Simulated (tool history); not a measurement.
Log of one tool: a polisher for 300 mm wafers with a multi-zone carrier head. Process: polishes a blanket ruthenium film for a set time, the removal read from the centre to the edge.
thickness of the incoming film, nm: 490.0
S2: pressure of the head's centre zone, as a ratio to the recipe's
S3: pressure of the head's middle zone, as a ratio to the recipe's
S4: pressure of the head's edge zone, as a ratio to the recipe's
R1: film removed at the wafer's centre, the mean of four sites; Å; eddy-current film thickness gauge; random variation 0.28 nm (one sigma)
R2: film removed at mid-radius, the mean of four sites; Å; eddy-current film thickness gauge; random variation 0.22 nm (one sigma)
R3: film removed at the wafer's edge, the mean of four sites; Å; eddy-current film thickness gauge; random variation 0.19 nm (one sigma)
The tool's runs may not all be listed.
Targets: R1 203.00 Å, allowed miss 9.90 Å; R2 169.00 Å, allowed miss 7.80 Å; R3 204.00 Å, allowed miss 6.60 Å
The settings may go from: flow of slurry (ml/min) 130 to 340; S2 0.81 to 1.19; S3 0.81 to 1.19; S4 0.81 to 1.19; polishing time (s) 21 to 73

{"run": 1, "day": 0.0, "flow of slurry (ml/min)": 220, "S2": 1.0, "S3": 1.0, "S4": 1.0, "polishing time (s)": 47, "R1": 325.58, "R2": 326.75, "R3": 326.28}
{"run": 2, "day": 0.117, "flow of slurry (ml/min)": 215, "S2": 1.0, "S3": 0.98, "S4": 1.0, "polishing time (s)": 44, "R1": 297.44, "R2": 297.9, "R3": 306.33}
{"run": 3, "day": 0.288, "flow of slurry (ml/min)": 215, "S2": 1.0, "S3": 0.98, "S4": 0.94, "polishing time (s)": 44, "R1": 307.3, "R2": 293.91, "R3": 298.67}
{"run": 4, "day": 0.496, "flow of slurry (ml/min)": 210, "S2": 1.0, "S3": 0.96, "S4": 0.93, "polishing time (s)": 42, "R1": 286.9, "R2": 271.42, "R3": 279.01}
{"run": 5, "day": 0.792, "flow of slurry (ml/min)": 245, "S2": 1.0, "S3": 0.96, "S4": 0.93, "polishing time (s)": 42, "R1": 298.88, "R2": 282.43, "R3": 287.52}
{"run": 6, "day": 1.121, "flow of slurry (ml/min)": 245, "S2": 0.94, "S3": 0.96, "S4": 0.93, "polishing time (s)": 42, "R1": 279.37, "R2": 286.06, "R3": 287.46}
{"run": 7, "day": 1.333, "flow of slurry (ml/min)": 235, "S2": 0.95, "S3": 0.94, "S4": 0.93, "polishing time (s)": 40, "R1": 267.8, "R2": 271.68, "R3": 273.65}
{"run": 8, "day": 1.454, "flow of slurry (ml/min)": 225, "S2": 0.97, "S3": 0.92, "S4": 0.95, "polishing time (s)": 38, "R1": 252.72, "R2": 248.67, "R3": 258.67}

4 next moves are on the table. One of them brings every result within its allowed miss. Which?
{"run": "A", "day": 1.575, "flow of slurry (ml/min)": 150, "S2": 1.02, "S3": 0.81, "S4": 1.04, "polishing time (s)": 28, "R1": "?", "R2": "?", "R3": "?"}
{"run": "B", "day": 1.575, "flow of slurry (ml/min)": 155, "S2": 1.04, "S3": 0.81, "S4": 1.03, "polishing time (s)": 30, "R1": "?", "R2": "?", "R3": "?"}
{"run": "C", "day": 1.575, "flow of slurry (ml/min)": 220, "S2": 1.02, "S3": 0.92, "S4": 0.91, "polishing time (s)": 29, "R1": "?", "R2": "?", "R3": "?"}
{"run": "D", "day": 1.575, "flow of slurry (ml/min)": 280, "S2": 1.18, "S3": 1.11, "S4": 0.81, "polishing time (s)": 44, "R1": "?", "R2": "?", "R3": "?"}

move=A R1=185.00 R2=157.20 R3=187.04
move=B R1=203.41 R2=169.66 R3=200.51
move=C R1=207.41 R2=187.71 R3=191.13
move=D R1=371.95 R2=328.55 R3=281.11
A: takes the result that was furthest off past its target
B: meets every target
C: nearer than the last run, and not there yet
D: further off than the last run
Answer: B
